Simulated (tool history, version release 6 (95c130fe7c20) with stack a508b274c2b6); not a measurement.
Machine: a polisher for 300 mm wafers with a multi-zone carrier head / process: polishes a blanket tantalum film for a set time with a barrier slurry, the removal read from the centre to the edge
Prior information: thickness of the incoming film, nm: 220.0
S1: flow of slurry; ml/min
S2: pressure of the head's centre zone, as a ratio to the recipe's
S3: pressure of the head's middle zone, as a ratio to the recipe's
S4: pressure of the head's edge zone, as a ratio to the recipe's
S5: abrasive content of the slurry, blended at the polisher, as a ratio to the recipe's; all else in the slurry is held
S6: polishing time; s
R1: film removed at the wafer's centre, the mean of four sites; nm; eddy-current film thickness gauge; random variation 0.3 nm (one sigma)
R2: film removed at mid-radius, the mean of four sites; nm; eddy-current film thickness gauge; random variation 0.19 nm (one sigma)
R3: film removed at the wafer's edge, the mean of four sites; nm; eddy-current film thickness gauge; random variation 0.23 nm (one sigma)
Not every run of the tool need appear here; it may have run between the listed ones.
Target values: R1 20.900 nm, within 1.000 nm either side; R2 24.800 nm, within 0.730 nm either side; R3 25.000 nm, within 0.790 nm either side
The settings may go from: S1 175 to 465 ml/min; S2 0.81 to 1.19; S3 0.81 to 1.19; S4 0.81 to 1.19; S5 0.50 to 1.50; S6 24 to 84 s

run	day	S1	S2	S3	S4	S5	S6	R1	R2	R3
1	0.000	295	1.00	1.00	1.00	1.00	54	49.402	50.328	48.795
2	0.312	295	1.00	1.00	0.94	1.00	54	48.176	49.740	48.980
3	0.442	295	1.00	0.97	0.94	1.00	54	48.817	47.901	48.280
4	0.488	290	0.98	0.97	0.94	0.95	50	43.991	44.514	43.671
5	0.817	275	0.96	0.96	0.92	0.95	46	38.260	40.105	39.698
6	1.021	265	0.94	0.95	0.91	0.90	44	35.190	37.157	36.875
7	1.046	255	0.92	0.94	0.91	0.85	43	34.634	35.424	35.114
8	1.183	255	0.91	0.93	0.90	0.90	40	31.301	32.968	33.487
9	1.225	255	0.90	0.93	0.90	0.90	38	30.199	31.267	31.869
10	1.254	245	0.89	0.94	0.90	0.90	36	27.845	29.607	30.496
11	1.392	245	0.89	0.94	0.90	0.90	36	27.819	29.684	30.068
12	1.717	240	0.88	0.95	0.90	0.90	35	26.315	29.719	28.872
13	1.767	200	0.81	0.89	0.90	0.65	33	20.163	22.434	23.709

5 next moves are on the table. One of them brings every result within its allowed miss. Which?
A	1.817	175	0.81	0.88	1.03	0.65	32	?	?	?
B	1.817	205	0.87	1.08	0.82	0.50	36	?	?	?
C	1.817	240	0.81	0.93	0.89	0.65	34	?	?	?
D	1.817	185	0.86	0.90	0.87	0.55	34	?	?	?
E	1.817	270	0.87	0.83	0.91	0.55	32	?	?	?

move	R1	R2	R3
A	18.908	21.122	24.325
B	20.652	25.424	21.985
C	21.073	24.518	24.876
D	19.908	21.326	22.212
E	19.964	19.677	22.122
A: lands further from the targets than the last run did
B: corrects the largest miss of the last run, while another result sits out of spec
C: hits every target within its allowed miss
D: lands further from the targets than the last run did
E: lands further from the targets than the last run did
Answer: C
